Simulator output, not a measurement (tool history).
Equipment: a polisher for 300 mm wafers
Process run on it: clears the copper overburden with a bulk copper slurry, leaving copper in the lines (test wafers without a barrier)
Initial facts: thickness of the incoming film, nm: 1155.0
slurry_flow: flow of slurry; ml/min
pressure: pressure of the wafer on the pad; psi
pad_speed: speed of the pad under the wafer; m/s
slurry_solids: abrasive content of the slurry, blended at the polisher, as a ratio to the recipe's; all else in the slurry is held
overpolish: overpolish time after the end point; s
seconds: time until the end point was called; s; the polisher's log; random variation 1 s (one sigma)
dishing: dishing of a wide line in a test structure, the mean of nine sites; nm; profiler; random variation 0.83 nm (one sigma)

Run 1, hour 0.0: slurry_flow 150 ml/min, pressure 3.3 psi, pad_speed 1.06 m/s, slurry_solids 1.00, overpolish 14 s. Result: seconds 97.562 s, dishing 76.914 nm.
Run 2, hour 7.7: slurry_flow 150 ml/min, pressure 3.3 psi, pad_speed 1.26 m/s, slurry_solids 1.00, overpolish 14 s. Result: seconds 81.329 s, dishing 87.566 nm.
Run 3, hour 16.4: slurry_flow 150 ml/min, pressure 3.9 psi, pad_speed 1.26 m/s, slurry_solids 1.00, overpolish 14 s. Result: seconds 67.741 s, dishing 96.159 nm.
Run 4, hour 17.1: slurry_flow 150 ml/min, pressure 3.9 psi, pad_speed 1.26 m/s, slurry_solids 1.10, overpolish 14 s. Result: seconds 68.603 s, dishing 96.949 nm.
Run 5, hour 21.0: slurry_flow 160 ml/min, pressure 3.9 psi, pad_speed 1.24 m/s, slurry_solids 1.00, overpolish 13 s. Result: seconds 69.794 s, dishing 93.349 nm.
Run 6, hour 28.9: slurry_flow 150 ml/min, pressure 3.8 psi, pad_speed 1.26 m/s, slurry_solids 1.05, overpolish 12 s. Result: seconds 71.768 s, dishing 91.921 nm.
Run 7, hour 34.0: slurry_flow 160 ml/min, pressure 4.0 psi, pad_speed 1.18 m/s, slurry_solids 0.95, overpolish 11 s. Result: seconds 71.927 s, dishing 86.177 nm.
Run 8, hour 37.7: slurry_flow 170 ml/min, pressure 4.0 psi, pad_speed 1.16 m/s, slurry_solids 0.90, overpolish 10 s. Result: seconds 74.180 s, dishing 76.524 nm.

Estimate the outcome of run 9 from the log above:
Run 9, hour 40.2: slurry_flow 170 ml/min, pressure 4.0 psi, pad_speed 1.16 m/s, slurry_solids 0.90, overpolish 10 s. Result: seconds ?, dishing ?.

Run 9 came out at seconds 73.578 s, dishing 77.733 nm.
